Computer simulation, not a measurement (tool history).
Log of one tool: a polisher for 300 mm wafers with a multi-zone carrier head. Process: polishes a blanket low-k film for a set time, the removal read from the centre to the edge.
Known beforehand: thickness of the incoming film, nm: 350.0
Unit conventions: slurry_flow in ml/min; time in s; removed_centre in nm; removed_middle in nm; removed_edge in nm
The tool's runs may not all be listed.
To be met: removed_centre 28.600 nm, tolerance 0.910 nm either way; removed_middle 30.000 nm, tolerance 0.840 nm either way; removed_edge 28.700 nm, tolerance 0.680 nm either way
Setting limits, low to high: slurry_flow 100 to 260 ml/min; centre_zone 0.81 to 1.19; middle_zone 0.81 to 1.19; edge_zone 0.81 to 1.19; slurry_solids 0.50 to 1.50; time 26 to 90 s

{"run": 1, "hour": 0.0, "slurry_flow": 165, "centre_zone": 1.0, "middle_zone": 1.0, "edge_zone": 1.0, "slurry_solids": 1.0, "time": 58, "removed_centre": 22.11, "removed_middle": 21.571, "removed_edge": 21.122}
{"run": 2, "hour": 8.9, "slurry_flow": 175, "centre_zone": 1.0, "middle_zone": 1.02, "edge_zone": 1.03, "slurry_solids": 1.05, "time": 58, "removed_centre": 22.771, "removed_middle": 22.369, "removed_edge": 22.041}
{"run": 3, "hour": 17.9, "slurry_flow": 185, "centre_zone": 1.0, "middle_zone": 1.05, "edge_zone": 1.05, "slurry_solids": 1.1, "time": 58, "removed_centre": 23.214, "removed_middle": 23.683, "removed_edge": 22.656}
{"run": 4, "hour": 21.7, "slurry_flow": 185, "centre_zone": 1.0, "middle_zone": 1.05, "edge_zone": 1.05, "slurry_solids": 1.1, "time": 65, "removed_centre": 25.83, "removed_middle": 25.955, "removed_edge": 25.616}
{"run": 5, "hour": 23.9, "slurry_flow": 185, "centre_zone": 1.0, "middle_zone": 1.05, "edge_zone": 1.01, "slurry_solids": 1.1, "time": 65, "removed_centre": 25.912, "removed_middle": 26.373, "removed_edge": 25.172}
{"run": 6, "hour": 24.7, "slurry_flow": 195, "centre_zone": 1.0, "middle_zone": 1.06, "edge_zone": 1.03, "slurry_solids": 1.15, "time": 65, "removed_centre": 26.772, "removed_middle": 27.592, "removed_edge": 25.817}
{"run": 7, "hour": 33.6, "slurry_flow": 230, "centre_zone": 0.99, "middle_zone": 1.06, "edge_zone": 1.13, "slurry_solids": 1.25, "time": 65, "removed_centre": 27.724, "removed_middle": 28.64, "removed_edge": 28.802}
{"run": 8, "hour": 34.9, "slurry_flow": 235, "centre_zone": 0.99, "middle_zone": 1.07, "edge_zone": 1.13, "slurry_solids": 1.25, "time": 65, "removed_centre": 27.757, "removed_middle": 28.979, "removed_edge": 28.434}

Pick the move, out of 4, that brings all results within their allowed miss; only one does.
{"run": "A", "hour": 36.2, "slurry_flow": 200, "centre_zone": 1.02, "middle_zone": 1.12, "edge_zone": 1.05, "slurry_solids": 0.85, "time": 78, "removed_centre": "?", "removed_middle": "?", "removed_edge": "?"}
{"run": "B", "hour": 36.2, "slurry_flow": 260, "centre_zone": 0.96, "middle_zone": 1.13, "edge_zone": 1.12, "slurry_solids": 1.2, "time": 64, "removed_centre": "?", "removed_middle": "?", "removed_edge": "?"}
{"run": "C", "hour": 36.2, "slurry_flow": 260, "centre_zone": 0.99, "middle_zone": 1.07, "edge_zone": 1.13, "slurry_solids": 1.4, "time": 60, "removed_centre": "?", "removed_middle": "?", "removed_edge": "?"}
{"run": "D", "hour": 36.2, "slurry_flow": 260, "centre_zone": 1.0, "middle_zone": 1.12, "edge_zone": 1.14, "slurry_solids": 1.15, "time": 67, "removed_centre": "?", "removed_middle": "?", "removed_edge": "?"}

move=A removed_centre=28.258 removed_middle=30.321 removed_edge=27.511
move=B removed_centre=26.211 removed_middle=30.040 removed_edge=27.752
move=C removed_centre=26.909 removed_middle=28.540 removed_edge=27.780
move=D removed_centre=28.091 removed_middle=30.656 removed_edge=28.809
A: puts the biggest miss on target and leaves a different result outside tolerance
B: puts the biggest miss on target and leaves a different result outside tolerance
C: further off than the last run
D: every result lands within tolerance
The move that meets every target is D.

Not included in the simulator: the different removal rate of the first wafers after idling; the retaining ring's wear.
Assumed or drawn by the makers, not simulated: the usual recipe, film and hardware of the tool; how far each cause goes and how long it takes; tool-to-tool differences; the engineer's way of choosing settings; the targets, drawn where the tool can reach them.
